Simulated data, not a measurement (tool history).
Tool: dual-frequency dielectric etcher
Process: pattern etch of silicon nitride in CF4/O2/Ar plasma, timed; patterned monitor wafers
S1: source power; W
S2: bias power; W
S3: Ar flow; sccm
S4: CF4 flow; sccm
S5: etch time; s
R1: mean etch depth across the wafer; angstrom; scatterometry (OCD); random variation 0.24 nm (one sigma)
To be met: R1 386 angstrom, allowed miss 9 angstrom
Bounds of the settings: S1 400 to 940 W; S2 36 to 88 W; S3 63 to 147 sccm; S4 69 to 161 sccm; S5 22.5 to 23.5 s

run 1 hour=0 | S1=670 S2=62 S3=105 S4=115 S5=22.5 | R1=620.51
run 2 hour=7.1 | S1=670 S2=62 S3=105 S4=102 S5=22.5 | R1=608.01
run 3 hour=10.5 | S1=670 S2=55 S3=105 S4=102 S5=22.5 | R1=573.11
run 4 hour=11.1 | S1=670 S2=55 S3=105 S4=117 S5=22.5 | R1=576.31
run 5 hour=19.6 | S1=670 S2=48 S3=105 S4=117 S5=22.5 | R1=537.3
run 6 hour=28.1 | S1=670 S2=39 S3=105 S4=117 S5=22.5 | R1=481.14
run 7 hour=30.8 | S1=620 S2=39 S3=105 S4=117 S5=22.5 | R1=443.51
run 8 hour=39.5 | S1=620 S2=39 S3=105 S4=117 S5=22.5 | R1=444.7
run 9 hour=47.5 | S1=590 S2=39 S3=105 S4=117 S5=22.5 | R1=418.12
run 10 hour=56.2 | S1=580 S2=39 S3=105 S4=117 S5=22.5 | R1=415.71
run 11 hour=62.9 | S1=570 S2=39 S3=105 S4=117 S5=22.5 | R1=405.5
run 12 hour=65 | S1=560 S2=39 S3=105 S4=117 S5=22.5 | R1=396.93

4 next moves are on the table. One of them brings every result within its allowed miss. Which?
run A hour=67.1 | S1=540 S2=39 S3=85 S4=107 S5=23 | R1=?
run B hour=67.1 | S1=550 S2=38 S3=112 S4=114 S5=23 | R1=?
run C hour=67.1 | S1=590 S2=37 S3=94 S4=112 S5=22.5 | R1=?
run D hour=67.1 | S1=540 S2=39 S3=84 S4=140 S5=22.5 | R1=?

move=A R1=400.62
move=B R1=383.28
move=C R1=413.8
move=D R1=402.94
A: further off than the last run
B: meets every target
C: further off than the last run
D: further off than the last run
Move B is the one to make.

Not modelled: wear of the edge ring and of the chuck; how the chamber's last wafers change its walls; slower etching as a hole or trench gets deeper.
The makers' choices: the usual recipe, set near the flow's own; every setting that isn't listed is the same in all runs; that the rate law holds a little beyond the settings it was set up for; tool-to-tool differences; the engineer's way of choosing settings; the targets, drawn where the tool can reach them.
